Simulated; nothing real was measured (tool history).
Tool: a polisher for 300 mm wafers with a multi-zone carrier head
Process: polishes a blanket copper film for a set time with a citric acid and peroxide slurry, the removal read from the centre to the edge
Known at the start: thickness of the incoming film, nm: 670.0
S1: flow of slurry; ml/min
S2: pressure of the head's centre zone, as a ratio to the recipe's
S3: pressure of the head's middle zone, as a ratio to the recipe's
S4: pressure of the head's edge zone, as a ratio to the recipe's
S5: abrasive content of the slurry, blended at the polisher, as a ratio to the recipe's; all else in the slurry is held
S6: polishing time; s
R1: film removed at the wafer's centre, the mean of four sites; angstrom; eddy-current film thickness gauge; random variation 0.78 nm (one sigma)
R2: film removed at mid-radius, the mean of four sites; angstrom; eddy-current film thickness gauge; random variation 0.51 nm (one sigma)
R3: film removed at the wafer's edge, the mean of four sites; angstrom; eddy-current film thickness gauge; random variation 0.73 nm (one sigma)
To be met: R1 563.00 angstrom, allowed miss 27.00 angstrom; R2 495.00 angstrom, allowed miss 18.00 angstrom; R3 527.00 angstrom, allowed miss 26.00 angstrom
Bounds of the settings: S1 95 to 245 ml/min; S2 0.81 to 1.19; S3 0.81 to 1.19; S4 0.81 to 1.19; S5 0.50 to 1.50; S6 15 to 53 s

run 1 hour=0.0 | S1=155 S2=1.00 S3=1.00 S4=1.00 S5=1.00 S6=34 | R1=562.29 R2=615.95 R3=598.79
run 2 hour=2.0 | S1=155 S2=0.94 S3=1.00 S4=1.00 S5=1.00 S6=34 | R1=524.46 R2=614.76 R3=601.12
run 3 hour=2.7 | S1=155 S2=0.94 S3=0.95 S4=1.00 S5=1.00 S6=34 | R1=524.94 R2=583.32 R3=603.16
run 4 hour=7.2 | S1=150 S2=0.98 S3=0.92 S4=0.96 S5=0.95 S6=34 | R1=527.41 R2=550.10 R3=567.10
run 5 hour=8.3 | S1=150 S2=0.98 S3=0.92 S4=0.96 S5=0.75 S6=34 | R1=499.41 R2=524.36 R3=543.19
run 6 hour=13.9 | S1=190 S2=0.98 S3=0.92 S4=0.96 S5=0.75 S6=34 | R1=536.38 R2=559.17 R3=568.20
run 7 hour=19.2 | S1=185 S2=1.01 S3=0.90 S4=0.95 S5=0.75 S6=34 | R1=551.69 R2=532.77 R3=564.73
run 8 hour=20.6 | S1=180 S2=1.03 S3=0.89 S4=0.93 S5=0.75 S6=34 | R1=559.47 R2=524.64 R3=552.40
-- hour=21.5 centre zone pressure recalibrated
run 9 hour=21.5 | S1=175 S2=1.04 S3=0.88 S4=0.92 S5=0.75 S6=34 | R1=645.52 R2=515.44 R3=553.37
run 10 hour=25.3 | S1=170 S2=1.03 S3=0.88 S4=0.92 S5=0.75 S6=34 | R1=628.45 R2=519.31 R3=552.91
run 11 hour=28.0 | S1=165 S2=1.02 S3=0.88 S4=0.92 S5=0.75 S6=34 | R1=597.79 R2=522.13 R3=546.86
run 12 hour=29.9 | S1=140 S2=1.02 S3=0.85 S4=0.91 S5=0.70 S6=34 | R1=580.42 R2=472.69 R3=515.81

4 next moves are on the table. One of them brings every result within its allowed miss. Which?
run A hour=31.8 | S1=160 S2=1.04 S3=0.81 S4=0.97 S5=0.95 S6=31 | R1=? R2=? R3=?
run B hour=31.8 | S1=195 S2=1.06 S3=0.81 S4=1.01 S5=0.85 S6=29 | R1=? R2=? R3=?
run C hour=31.8 | S1=145 S2=0.99 S3=0.87 S4=0.89 S5=0.70 S6=34 | R1=? R2=? R3=?
run D hour=31.8 | S1=165 S2=1.08 S3=0.92 S4=0.83 S5=0.65 S6=33 | R1=? R2=? R3=?

move=A R1=587.78 R2=459.25 R3=542.44
move=B R1=567.40 R2=433.05 R3=515.67
move=C R1=557.23 R2=486.37 R3=525.30
move=D R1=597.63 R2=498.49 R3=496.24
A: further off than the last run
B: further off than the last run
C: meets every target
D: brings the result that was furthest off to its target, and leaves another outside
Answer: C
